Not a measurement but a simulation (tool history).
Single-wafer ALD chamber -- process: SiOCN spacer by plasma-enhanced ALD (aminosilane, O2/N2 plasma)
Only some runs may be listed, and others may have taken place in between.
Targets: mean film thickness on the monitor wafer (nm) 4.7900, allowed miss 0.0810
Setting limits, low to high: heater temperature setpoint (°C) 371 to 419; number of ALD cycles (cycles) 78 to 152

| run | hour | heater temperature setpoint (°C) | number of ALD cycles (cycles) | mean film thickness on the monitor wafer (nm) |
|---|---|---|---|---|
| 1 | 0.0 | 395 | 115 | 6.5694 |
| 2 | 2.8 | 395 | 129 | 7.3801 |
| 3 | 6.1 | 395 | 142 | 8.0612 |
| 4 | 14.1 | 395 | 152 | 8.6620 |
| 5 | 15.4 | 397 | 144 | 8.2169 |
| 6 | 20.0 | 394 | 137 | 7.8060 |
| 7 | 28.2 | 397 | 131 | 7.4631 |
| 8 | 33.0 | 394 | 126 | 7.2021 |
| 9 | 35.7 | 397 | 121 | 6.8647 |
| 10 | 42.5 | 399 | 117 | 6.6882 |
| 11 | 50.8 | 401 | 113 | 6.4419 |
| 12 | 57.6 | 401 | 113 | 6.3777 |
| 13 | 66.4 | 402 | 110 | 6.2184 |
| 14 | 73.1 | 403 | 107 | 6.0358 |
| 15 | 77.0 | 404 | 104 | 5.8222 |
| 16 | 84.0 | 405 | 102 | 5.7097 |
| 17 | 92.0 | 406 | 100 | 5.5761 |
| 18 | 94.4 | 407 | 82 | 4.5798 |

Next run, 4 choices. One meets every target within its allowed miss, the rest don't. Which?
| A | 96.8 | 406 | 86 | ? |
| B | 96.8 | 405 | 82 | ? |
| C | 96.8 | 408 | 83 | ? |
| D | 96.8 | 406 | 82 | ? |

| move | mean film thickness on the monitor wafer (nm) |
|---|---|
| A | 4.8027 |
| B | 4.5953 |
| C | 4.6027 |
| D | 4.5793 |
A: in spec on every target
B: moves toward the targets from the last run without getting all of them in spec
C: moves toward the targets from the last run without getting all of them in spec
D: no nearer and no further than the last run
A is the move that brings every result within its allowed miss.

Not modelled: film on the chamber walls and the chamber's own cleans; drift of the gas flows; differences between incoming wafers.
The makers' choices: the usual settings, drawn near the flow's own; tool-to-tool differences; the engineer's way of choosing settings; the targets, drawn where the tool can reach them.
